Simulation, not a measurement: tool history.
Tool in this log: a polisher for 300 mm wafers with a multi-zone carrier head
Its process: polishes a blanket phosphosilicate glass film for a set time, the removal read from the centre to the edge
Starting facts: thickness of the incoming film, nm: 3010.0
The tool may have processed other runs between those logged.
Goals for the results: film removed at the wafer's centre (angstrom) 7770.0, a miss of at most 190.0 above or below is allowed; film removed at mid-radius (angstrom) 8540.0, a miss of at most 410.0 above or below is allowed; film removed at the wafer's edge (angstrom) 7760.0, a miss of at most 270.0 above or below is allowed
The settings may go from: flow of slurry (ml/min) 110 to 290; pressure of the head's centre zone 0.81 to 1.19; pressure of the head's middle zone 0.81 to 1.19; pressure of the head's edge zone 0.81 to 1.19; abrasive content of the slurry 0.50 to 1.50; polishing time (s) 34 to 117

| run | day | flow of slurry (ml/min) | pressure of the head's centre zone | pressure of the head's middle zone | pressure of the head's edge zone | abrasive content of the slurry | polishing time (s) | film removed at the wafer's centre (angstrom) | film removed at mid-radius (angstrom) | film removed at the wafer's edge (angstrom) |
|---|---|---|---|---|---|---|---|---|---|---|
| 1 | 0.000 | 185 | 1.00 | 1.00 | 1.00 | 1.00 | 75 | 5004.5 | 5116.1 | 5032.0 |
| 2 | 0.088 | 190 | 1.01 | 1.02 | 1.02 | 1.10 | 76 | 5348.5 | 5449.1 | 5348.9 |
| 3 | 0.358 | 190 | 0.95 | 1.02 | 1.02 | 1.10 | 76 | 5249.2 | 5514.8 | 5443.2 |
| 4 | 0.462 | 200 | 0.95 | 1.04 | 1.03 | 1.15 | 78 | 5453.8 | 5835.8 | 5741.0 |
| 5 | 0.729 | 205 | 0.96 | 1.06 | 1.03 | 1.20 | 80 | 5690.5 | 6135.0 | 5931.3 |
| 6 | 0.817 | 210 | 0.97 | 1.07 | 1.03 | 1.25 | 82 | 6060.0 | 6611.6 | 6326.3 |
| 7 | 0.888 | 215 | 0.99 | 1.08 | 1.04 | 1.30 | 83 | 6302.0 | 6995.9 | 6445.5 |
| 8 | 1.067 | 215 | 0.99 | 1.08 | 1.04 | 1.30 | 83 | 6285.4 | 6889.3 | 6459.5 |
| 9 | 1.304 | 220 | 1.00 | 1.08 | 1.05 | 1.35 | 84 | 6572.1 | 6922.4 | 6569.0 |
| 10 | 1.454 | 220 | 1.00 | 1.09 | 1.05 | 1.35 | 85 | 6626.6 | 7137.2 | 6650.6 |
| 11 | 1.571 | 225 | 1.00 | 1.09 | 1.05 | 1.35 | 86 | 6792.9 | 7278.9 | 6899.2 |
| 12 | 1.875 | 230 | 1.00 | 1.10 | 1.05 | 1.35 | 87 | 6826.2 | 7380.9 | 6862.2 |
| 13 | 2.171 | 235 | 1.05 | 1.17 | 1.15 | 1.50 | 89 | 7416.2 | 8304.5 | 7559.6 |
| 14 | 2.338 | 240 | 1.05 | 1.17 | 1.15 | 1.50 | 89 | 7528.6 | 8560.0 | 7436.2 |
| 15 | 2.717 | 240 | 1.05 | 1.16 | 1.15 | 1.50 | 89 | 7372.0 | 8272.0 | 7682.4 |
| 16 | 3.046 | 245 | 1.06 | 1.16 | 1.15 | 1.50 | 89 | 7478.3 | 8403.0 | 7584.9 |

Which of these 5 next moves meets every target?
| A | 3.375 | 255 | 0.97 | 1.08 | 1.19 | 1.45 | 98 | ? | ? | ? |
| B | 3.375 | 260 | 0.93 | 1.08 | 1.19 | 1.50 | 90 | ? | ? | ? |
| C | 3.375 | 265 | 0.99 | 1.19 | 1.19 | 1.50 | 100 | ? | ? | ? |
| D | 3.375 | 235 | 1.14 | 1.19 | 1.19 | 1.30 | 94 | ? | ? | ? |
| E | 3.375 | 260 | 1.08 | 1.19 | 1.00 | 1.45 | 97 | ? | ? | ? |

| move | film removed at the wafer's centre (angstrom) | film removed at mid-radius (angstrom) | film removed at the wafer's edge (angstrom) |
|---|---|---|---|
| A | 7751.4 | 8588.4 | 8419.9 |
| B | 7059.7 | 7999.4 | 7837.7 |
| C | 8135.7 | 9678.5 | 8708.4 |
| D | 7748.3 | 8522.1 | 7695.2 |
| E | 8166.4 | 9257.4 | 7884.7 |
A: meets the target for the result that was furthest off, but another lies outside its allowed miss
B: its largest miss is bigger than the last run's
C: the result that was furthest off in the last run now lies on the other side of its target
D: meets every target
E: the result that was furthest off in the last run now lies on the other side of its target
The right move is D.

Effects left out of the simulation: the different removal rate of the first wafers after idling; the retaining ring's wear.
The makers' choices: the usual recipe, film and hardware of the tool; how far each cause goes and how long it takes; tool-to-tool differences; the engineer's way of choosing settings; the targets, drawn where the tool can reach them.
